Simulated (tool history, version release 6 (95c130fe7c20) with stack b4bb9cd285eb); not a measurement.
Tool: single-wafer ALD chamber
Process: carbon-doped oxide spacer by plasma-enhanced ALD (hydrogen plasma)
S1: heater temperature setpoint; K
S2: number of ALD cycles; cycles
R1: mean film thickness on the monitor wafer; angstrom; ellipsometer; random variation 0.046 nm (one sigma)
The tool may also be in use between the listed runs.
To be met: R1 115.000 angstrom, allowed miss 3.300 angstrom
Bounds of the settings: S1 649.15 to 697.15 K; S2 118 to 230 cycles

run	hour	S1	S2	R1
1	0.0	673.15	174	91.482
2	6.4	681.15	174	89.414
3	15.1	680.15	183	93.508
4	18.3	678.15	191	98.435
5	25.3	683.15	191	96.595
# hour 33.3: thermocouple changed; heater temperature recalibrated
6	33.3	681.15	197	102.140
7	39.1	680.15	200	103.110
8	40.3	679.15	204	104.750

4 next moves are on the table. One of them brings every result within its allowed miss. Which?
A	41.5	692.15	213	?
B	41.5	688.15	210	?
C	41.5	679.15	209	?
D	41.5	679.15	225	?

move	R1
A	104.740
B	104.770
C	107.660
D	115.900
A: as far off as the last run
B: as far off as the last run
C: nearer than the last run, and not there yet
D: meets every target
The right move is D.
